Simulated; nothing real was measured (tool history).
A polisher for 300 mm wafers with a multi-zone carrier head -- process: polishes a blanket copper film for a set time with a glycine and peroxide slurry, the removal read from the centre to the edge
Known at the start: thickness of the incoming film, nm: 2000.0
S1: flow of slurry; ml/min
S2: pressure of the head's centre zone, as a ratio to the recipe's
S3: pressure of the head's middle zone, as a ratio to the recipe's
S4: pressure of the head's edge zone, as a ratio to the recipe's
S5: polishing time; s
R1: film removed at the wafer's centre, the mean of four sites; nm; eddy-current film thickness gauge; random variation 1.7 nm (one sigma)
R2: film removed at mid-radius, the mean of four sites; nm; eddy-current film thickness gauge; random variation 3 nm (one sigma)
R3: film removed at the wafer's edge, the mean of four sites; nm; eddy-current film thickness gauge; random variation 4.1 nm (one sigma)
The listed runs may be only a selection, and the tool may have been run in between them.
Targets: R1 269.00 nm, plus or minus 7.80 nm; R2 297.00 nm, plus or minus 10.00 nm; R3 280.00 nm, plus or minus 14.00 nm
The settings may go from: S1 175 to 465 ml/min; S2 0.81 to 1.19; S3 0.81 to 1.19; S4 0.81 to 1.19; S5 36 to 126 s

Run 1, hour 0.0: S1 295 ml/min, S2 1.00, S3 1.00, S4 1.00, S5 81 s. Result: R1 520.05 nm, R2 515.66 nm, R3 514.80 nm.
Run 2, hour 8.0: S1 360 ml/min, S2 1.00, S3 1.00, S4 1.00, S5 81 s. Result: R1 523.84 nm, R2 525.39 nm, R3 504.87 nm.
Run 3, hour 15.3: S1 360 ml/min, S2 1.03, S3 1.00, S4 1.00, S5 81 s. Result: R1 540.22 nm, R2 517.95 nm, R3 522.03 nm.
Run 4, hour 23.4: S1 360 ml/min, S2 1.03, S3 0.96, S4 1.00, S5 81 s. Result: R1 537.80 nm, R2 513.17 nm, R3 513.12 nm.
Run 5, hour 26.6: S1 360 ml/min, S2 1.00, S3 0.94, S4 0.99, S5 73 s. Result: R1 472.85 nm, R2 453.19 nm, R3 470.14 nm.
Run 6, hour 33.7: S1 360 ml/min, S2 0.98, S3 0.95, S4 0.96, S5 66 s. Result: R1 422.45 nm, R2 412.16 nm, R3 420.11 nm.
Run 7, hour 37.3: S1 365 ml/min, S2 0.96, S3 0.96, S4 0.94, S5 61 s. Result: R1 382.53 nm, R2 383.27 nm, R3 370.56 nm.
Run 8, hour 41.5: S1 365 ml/min, S2 0.93, S3 0.95, S4 0.93, S5 58 s. Result: R1 354.23 nm, R2 367.90 nm, R3 360.13 nm.
Run 9, hour 47.2: S1 365 ml/min, S2 0.92, S3 0.95, S4 0.91, S5 55 s. Result: R1 330.70 nm, R2 341.78 nm, R3 335.81 nm.
Run 10, hour 51.7: S1 365 ml/min, S2 0.91, S3 0.95, S4 0.89, S5 54 s. Result: R1 323.97 nm, R2 334.48 nm, R3 326.24 nm.
Run 11, hour 56.7: S1 365 ml/min, S2 0.89, S3 0.95, S4 0.88, S5 53 s. Result: R1 310.75 nm, R2 329.40 nm, R3 319.73 nm.
Run 12, hour 65.4: S1 365 ml/min, S2 0.88, S3 0.95, S4 0.87, S5 52 s. Result: R1 301.65 nm, R2 317.81 nm, R3 310.57 nm.
Run 13, hour 69.4: S1 360 ml/min, S2 0.87, S3 0.96, S4 0.86, S5 51 s. Result: R1 291.85 nm, R2 319.68 nm, R3 300.65 nm.
Run 14, hour 78.3: S1 355 ml/min, S2 0.86, S3 0.96, S4 0.85, S5 51 s. Result: R1 287.16 nm, R2 318.91 nm, R3 295.22 nm.
Run 15, hour 84.1: S1 350 ml/min, S2 0.85, S3 0.95, S4 0.84, S5 51 s. Result: R1 286.17 nm, R2 318.46 nm, R3 309.87 nm.
Run 16, hour 93.0: S1 360 ml/min, S2 0.85, S3 0.95, S4 0.83, S5 50 s. Result: R1 280.77 nm, R2 313.36 nm, R3 294.30 nm.

5 candidate next runs follow, results not yet known. Just one meets every target within its allowed miss. Identify it.
Run A, hour 101.9: S1 345 ml/min, S2 0.88, S3 0.99, S4 0.86, S5 47 s. Result: R1 ?, R2 ?, R3 ?.
Run B, hour 101.9: S1 295 ml/min, S2 1.00, S3 0.99, S4 0.97, S5 46 s. Result: R1 ?, R2 ?, R3 ?.
Run C, hour 101.9: S1 355 ml/min, S2 0.81, S3 0.99, S4 0.85, S5 51 s. Result: R1 ?, R2 ?, R3 ?.
Run D, hour 101.9: S1 375 ml/min, S2 0.89, S3 1.03, S4 0.81, S5 49 s. Result: R1 ?, R2 ?, R3 ?.
Run E, hour 101.9: S1 360 ml/min, S2 0.95, S3 0.89, S4 0.89, S5 49 s. Result: R1 ?, R2 ?, R3 ?.

move      R1      R2      R3
   A  274.71  300.37  284.45
   B  297.11  290.63  291.91
   C  278.10  326.66  307.49
   D  291.03  322.93  289.89
   E  306.95  293.82  302.16
A: all results in spec
B: brings the result that was furthest off to its target, and leaves another outside
C: misses by more than the last run did
D: misses by more than the last run did
E: brings the result that was furthest off to its target, and leaves another outside
Move A is the one to make.

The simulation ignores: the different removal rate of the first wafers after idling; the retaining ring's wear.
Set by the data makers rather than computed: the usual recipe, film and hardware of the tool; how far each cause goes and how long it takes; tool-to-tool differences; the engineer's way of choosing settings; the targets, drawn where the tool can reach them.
